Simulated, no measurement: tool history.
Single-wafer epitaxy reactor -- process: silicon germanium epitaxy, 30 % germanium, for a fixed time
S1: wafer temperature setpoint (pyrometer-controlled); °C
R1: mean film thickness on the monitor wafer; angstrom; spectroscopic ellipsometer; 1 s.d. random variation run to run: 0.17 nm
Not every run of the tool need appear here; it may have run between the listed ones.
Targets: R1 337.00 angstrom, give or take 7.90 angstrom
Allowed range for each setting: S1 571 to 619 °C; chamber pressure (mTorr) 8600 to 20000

run 1 day=0.000 | S1=595 chamber_pressure_(mTorr)=14300 | R1=436.51
run 2 day=0.175 | S1=591 chamber_pressure_(mTorr)=14300 | R1=411.83
run 3 day=0.492 | S1=590 chamber_pressure_(mTorr)=14300 | R1=403.87
run 4 day=0.600 | S1=589 chamber_pressure_(mTorr)=14300 | R1=397.20
run 5 day=0.925 | S1=588 chamber_pressure_(mTorr)=14300 | R1=393.11
run 6 day=1.208 | S1=592 chamber_pressure_(mTorr)=14300 | R1=417.63
-- day=1.329 pyrometer calibrated
run 7 day=1.329 | S1=591 chamber_pressure_(mTorr)=14300 | R1=437.04
run 8 day=1.475 | S1=590 chamber_pressure_(mTorr)=14300 | R1=434.31
run 9 day=1.700 | S1=588 chamber_pressure_(mTorr)=14000 | R1=413.78
run 10 day=2.062 | S1=586 chamber_pressure_(mTorr)=14300 | R1=405.66
run 11 day=2.142 | S1=584 chamber_pressure_(mTorr)=14000 | R1=387.50
run 12 day=2.446 | S1=583 chamber_pressure_(mTorr)=13900 | R1=380.02
run 13 day=2.638 | S1=582 chamber_pressure_(mTorr)=13900 | R1=374.37
run 14 day=2.883 | S1=581 chamber_pressure_(mTorr)=13900 | R1=369.00
run 15 day=3.112 | S1=581 chamber_pressure_(mTorr)=13900 | R1=369.93
run 16 day=3.208 | S1=580 chamber_pressure_(mTorr)=13900 | R1=362.05
run 17 day=3.262 | S1=580 chamber_pressure_(mTorr)=13900 | R1=362.81
run 18 day=3.329 | S1=579 chamber_pressure_(mTorr)=13900 | R1=354.42

Which of these 5 next moves meets every target?
run A day=3.396 | S1=579 chamber_pressure_(mTorr)=16800 | R1=?
run B day=3.396 | S1=582 chamber_pressure_(mTorr)=13700 | R1=?
run C day=3.396 | S1=572 chamber_pressure_(mTorr)=13800 | R1=?
run D day=3.396 | S1=578 chamber_pressure_(mTorr)=12700 | R1=?
run E day=3.396 | S1=581 chamber_pressure_(mTorr)=12800 | R1=?

move=A R1=383.55
move=B R1=374.04
move=C R1=316.82
move=D R1=340.23
move=E R1=358.82
A: the biggest miss grows against the last run
B: the biggest miss grows against the last run
C: takes the biggest miss from the last run beyond its target
D: every result lands within tolerance
E: the biggest miss grows against the last run
Correct choice: D, which meets every target
